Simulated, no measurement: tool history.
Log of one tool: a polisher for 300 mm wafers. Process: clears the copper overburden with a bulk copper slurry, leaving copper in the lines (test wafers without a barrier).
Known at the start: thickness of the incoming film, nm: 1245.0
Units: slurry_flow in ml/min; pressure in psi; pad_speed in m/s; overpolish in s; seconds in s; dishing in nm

{"run": 1, "hour": 0.0, "slurry_flow": 250, "pressure": 3.2, "pad_speed": 1.36, "slurry_solids": 1.0, "overpolish": 24, "seconds": 82.09, "dishing": 74.148}
{"run": 2, "hour": 2.2, "slurry_flow": 250, "pressure": 3.2, "pad_speed": 1.36, "slurry_solids": 1.0, "overpolish": 19, "seconds": 81.527, "dishing": 75.554}
{"run": 3, "hour": 8.4, "slurry_flow": 250, "pressure": 2.8, "pad_speed": 1.34, "slurry_solids": 1.0, "overpolish": 19, "seconds": 95.665, "dishing": 69.01}
{"run": 4, "hour": 15.0, "slurry_flow": 245, "pressure": 2.7, "pad_speed": 1.28, "slurry_solids": 1.0, "overpolish": 21, "seconds": 102.19, "dishing": 68.199}
{"run": 5, "hour": 19.9, "slurry_flow": 250, "pressure": 2.6, "pad_speed": 1.22, "slurry_solids": 1.0, "overpolish": 21, "seconds": 110.0, "dishing": 66.276}
{"run": 6, "hour": 21.4, "slurry_flow": 250, "pressure": 2.6, "pad_speed": 1.04, "slurry_solids": 1.0, "overpolish": 21, "seconds": 126.8, "dishing": 70.393}
{"run": 7, "hour": 26.5, "slurry_flow": 250, "pressure": 2.5, "pad_speed": 1.02, "slurry_solids": 1.0, "overpolish": 21, "seconds": 131.03, "dishing": 65.717}

Run 8 comes next. What will it give?
{"run": 8, "hour": 33.2, "slurry_flow": 235, "pressure": 2.3, "pad_speed": 0.92, "slurry_solids": 0.95, "overpolish": 32, "seconds": "?", "dishing": "?"}

{"run 8": {"seconds": 159.36, "dishing": 70.968}}
